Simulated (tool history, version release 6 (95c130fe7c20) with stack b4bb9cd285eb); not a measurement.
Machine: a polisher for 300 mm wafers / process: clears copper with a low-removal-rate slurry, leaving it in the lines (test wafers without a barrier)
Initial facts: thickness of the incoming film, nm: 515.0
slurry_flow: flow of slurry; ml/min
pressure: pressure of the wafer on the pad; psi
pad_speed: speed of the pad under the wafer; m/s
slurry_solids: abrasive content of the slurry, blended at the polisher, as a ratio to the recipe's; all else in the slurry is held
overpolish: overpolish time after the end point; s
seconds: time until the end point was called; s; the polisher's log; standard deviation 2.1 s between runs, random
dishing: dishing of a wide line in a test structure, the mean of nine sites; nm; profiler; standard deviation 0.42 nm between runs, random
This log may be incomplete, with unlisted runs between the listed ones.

{"run": 1, "hour": 0.0, "slurry_flow": 200, "pressure": 3.4, "pad_speed": 1.24, "slurry_solids": 1, "overpolish": 19, "seconds": 160.41, "dishing": 41.176}
{"run": 2, "hour": 1.7, "slurry_flow": 205, "pressure": 3.1, "pad_speed": 1.4, "slurry_solids": 1, "overpolish": 15, "seconds": 150.44, "dishing": 34.838}
{"run": 3, "hour": 3.5, "slurry_flow": 205, "pressure": 3.1, "pad_speed": 1.18, "slurry_solids": 1, "overpolish": 15, "seconds": 181.83, "dishing": 30.957}
{"run": 4, "hour": 5.4, "slurry_flow": 235, "pressure": 2.6, "pad_speed": 1.4, "slurry_solids": 1.05, "overpolish": 12, "seconds": 173.29, "dishing": 26.745}
{"run": 5, "hour": 12.5, "slurry_flow": 235, "pressure": 2.1, "pad_speed": 1.4, "slurry_solids": 1.05, "overpolish": 12, "seconds": 214.52, "dishing": 22.648}
{"run": 6, "hour": 16.5, "slurry_flow": 205, "pressure": 2.1, "pad_speed": 1.4, "slurry_solids": 1.05, "overpolish": 12, "seconds": 215.06, "dishing": 22.618}
{"run": 7, "hour": 20.4, "slurry_flow": 235, "pressure": 2, "pad_speed": 1.56, "slurry_solids": 1.2, "overpolish": 10, "seconds": 186.72, "dishing": 21.249}

Run 8 is up next; what results do you expect?
{"run": 8, "hour": 21.2, "slurry_flow": 245, "pressure": 2, "pad_speed": 1.66, "slurry_solids": 1.3, "overpolish": 9, "seconds": "?", "dishing": "?"}

seconds: 175.68 s
dishing: 20.915 nm
